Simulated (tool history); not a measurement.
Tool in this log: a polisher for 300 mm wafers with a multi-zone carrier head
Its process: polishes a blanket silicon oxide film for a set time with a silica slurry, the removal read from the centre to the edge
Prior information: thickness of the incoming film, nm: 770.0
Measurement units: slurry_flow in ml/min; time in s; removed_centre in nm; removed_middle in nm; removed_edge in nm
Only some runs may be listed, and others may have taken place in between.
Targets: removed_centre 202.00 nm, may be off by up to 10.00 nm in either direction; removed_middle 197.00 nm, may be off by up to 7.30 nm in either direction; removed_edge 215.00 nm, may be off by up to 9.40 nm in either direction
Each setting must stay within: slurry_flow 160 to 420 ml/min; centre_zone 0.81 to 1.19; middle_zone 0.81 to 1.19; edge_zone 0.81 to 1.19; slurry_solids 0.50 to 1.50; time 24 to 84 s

| run | day | slurry_flow | centre_zone | middle_zone | edge_zone | slurry_solids | time | removed_centre | removed_middle | removed_edge |
|---|---|---|---|---|---|---|---|---|---|---|
| 1 | 0.000 | 270 | 1.00 | 1.00 | 1.00 | 1.00 | 54 | 234.06 | 229.39 | 242.27 |
| 2 | 0.129 | 270 | 0.99 | 0.98 | 0.99 | 0.95 | 54 | 226.26 | 215.31 | 231.15 |
| 3 | 0.458 | 270 | 0.99 | 0.98 | 0.99 | 0.95 | 65 | 260.10 | 258.00 | 277.23 |
| 4 | 0.533 | 270 | 1.06 | 0.98 | 0.99 | 0.95 | 65 | 290.67 | 261.42 | 281.33 |
| 5 | 0.788 | 270 | 1.13 | 0.98 | 0.99 | 0.95 | 65 | 296.29 | 264.96 | 277.58 |
| 6 | 1.138 | 270 | 1.16 | 0.98 | 0.99 | 0.95 | 65 | 304.47 | 258.22 | 273.85 |
| 7 | 1.496 | 265 | 1.12 | 0.97 | 0.98 | 0.85 | 65 | 271.31 | 246.30 | 259.33 |
| 8 | 1.521 | 255 | 1.02 | 0.87 | 0.90 | 0.60 | 64 | 203.66 | 173.53 | 191.92 |
| 9 | 1.767 | 260 | 1.01 | 0.89 | 0.92 | 0.60 | 64 | 199.98 | 173.40 | 191.23 |
| 10 | 1.817 | 250 | 0.92 | 0.95 | 0.98 | 0.85 | 65 | 235.53 | 235.78 | 252.24 |
| 11 | 2.171 | 250 | 0.90 | 0.93 | 0.96 | 0.85 | 65 | 226.00 | 228.77 | 256.66 |
| 12 | 2.221 | 245 | 0.95 | 0.94 | 0.94 | 0.60 | 64 | 185.40 | 183.02 | 195.18 |
| 13 | 2.583 | 250 | 0.96 | 0.94 | 0.96 | 0.60 | 64 | 190.16 | 180.72 | 199.02 |
| 14 | 2.808 | 250 | 0.96 | 0.95 | 0.97 | 0.60 | 64 | 186.49 | 184.45 | 201.91 |
| 15 | 2.900 | 275 | 1.02 | 0.98 | 1.02 | 0.65 | 64 | 206.58 | 202.67 | 214.36 |

Of the 5 settings listed for the next run, only one would bring every result within its allowed miss of target. Which one?
| A | 2.992 | 305 | 0.96 | 1.08 | 0.93 | 0.60 | 66 | ? | ? | ? |
| B | 2.992 | 400 | 1.03 | 1.03 | 0.93 | 0.70 | 57 | ? | ? | ? |
| C | 2.992 | 310 | 1.08 | 0.93 | 1.05 | 0.90 | 51 | ? | ? | ? |
| D | 2.992 | 255 | 0.99 | 0.98 | 1.06 | 0.65 | 64 | ? | ? | ? |
| E | 2.992 | 300 | 1.03 | 1.08 | 0.98 | 0.60 | 69 | ? | ? | ? |

| move | removed_centre | removed_middle | removed_edge |
|---|---|---|---|
| A | 192.97 | 208.94 | 201.71 |
| B | 204.18 | 198.49 | 198.72 |
| C | 218.89 | 187.30 | 216.97 |
| D | 200.76 | 195.01 | 217.86 |
| E | 214.98 | 218.03 | 215.48 |
A: misses by more than the last run did
B: puts the biggest miss on target and leaves a different result outside tolerance
C: takes the biggest miss from the last run beyond its target
D: meets every target
E: misses by more than the last run did
The move that meets every target is D.
